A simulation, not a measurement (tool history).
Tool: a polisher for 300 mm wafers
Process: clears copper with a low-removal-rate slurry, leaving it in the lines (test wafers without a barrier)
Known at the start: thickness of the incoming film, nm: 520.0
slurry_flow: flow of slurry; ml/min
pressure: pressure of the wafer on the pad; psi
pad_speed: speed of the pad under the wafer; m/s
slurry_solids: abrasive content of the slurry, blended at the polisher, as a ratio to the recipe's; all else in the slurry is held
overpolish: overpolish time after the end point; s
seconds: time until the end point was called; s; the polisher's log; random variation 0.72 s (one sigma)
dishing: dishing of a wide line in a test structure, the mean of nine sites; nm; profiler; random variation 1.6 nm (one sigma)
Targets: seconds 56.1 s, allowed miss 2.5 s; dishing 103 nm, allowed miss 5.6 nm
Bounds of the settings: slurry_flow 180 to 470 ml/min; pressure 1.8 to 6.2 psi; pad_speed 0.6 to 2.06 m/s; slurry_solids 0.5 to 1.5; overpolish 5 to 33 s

| run | hour | slurry_flow | pressure | pad_speed | slurry_solids | overpolish | seconds | dishing |
|---|---|---|---|---|---|---|---|---|
| 1 | 0 | 300 | 4 | 1.32 | 1 | 17 | 83.524 | 60.233 |
| 2 | 8 | 300 | 4.8 | 1.32 | 1 | 17 | 73.113 | 65.239 |
| 3 | 8.5 | 230 | 4.8 | 1.32 | 1 | 17 | 74.889 | 64.53 |
| 4 | 13.4 | 230 | 4.8 | 1.44 | 1 | 17 | 70.321 | 69.209 |
| 5 | 18.9 | 230 | 5 | 1.46 | 1 | 18 | 64.82 | 74.564 |
| 6 | 24.2 | 230 | 5 | 1.46 | 0.9 | 18 | 68.167 | 71.794 |
| 7 | 24.9 | 230 | 5.2 | 1.46 | 0.9 | 19 | 66.1 | 75.153 |
| 8 | 25.6 | 230 | 5.2 | 1.46 | 0.9 | 19 | 65.477 | 76.103 |
| 9 | 32.5 | 230 | 5.3 | 1.46 | 0.9 | 20 | 66.662 | 78.269 |
| 10 | 37.7 | 230 | 5.3 | 1.46 | 0.9 | 20 | 64.584 | 79.38 |
| 11 | 43.6 | 230 | 5.4 | 1.46 | 0.9 | 21 | 63.384 | 82.4 |
| 12 | 52.3 | 230 | 5.5 | 1.46 | 0.9 | 22 | 61.811 | 83.529 |
| 13 | 58.5 | 230 | 5.6 | 1.48 | 0.9 | 23 | 61.674 | 87.611 |
| 14 | 59.6 | 230 | 5.7 | 1.48 | 0.9 | 24 | 60.96 | 90.5 |
| 15 | 61.6 | 230 | 6.1 | 1.48 | 0.9 | 26 | 57.228 | 96.374 |

Which of these 4 next moves meets every target?
| A | 63.6 | 305 | 5.9 | 1.4 | 0.9 | 26 | ? | ? |
| B | 63.6 | 215 | 5.3 | 1.7 | 0.9 | 32 | ? | ? |
| C | 63.6 | 245 | 6.2 | 1.5 | 0.55 | 20 | ? | ? |
| D | 63.6 | 260 | 5.8 | 1.46 | 0.95 | 24 | ? | ? |

| move | seconds | dishing |
|---|---|---|
| A | 60.48 | 93.832 |
| B | 56.135 | 104.15 |
| C | 61.747 | 81.303 |
| D | 58.974 | 91.3 |
A: further off than the last run
B: meets every target
C: further off than the last run
D: further off than the last run
Move B is the one to make.
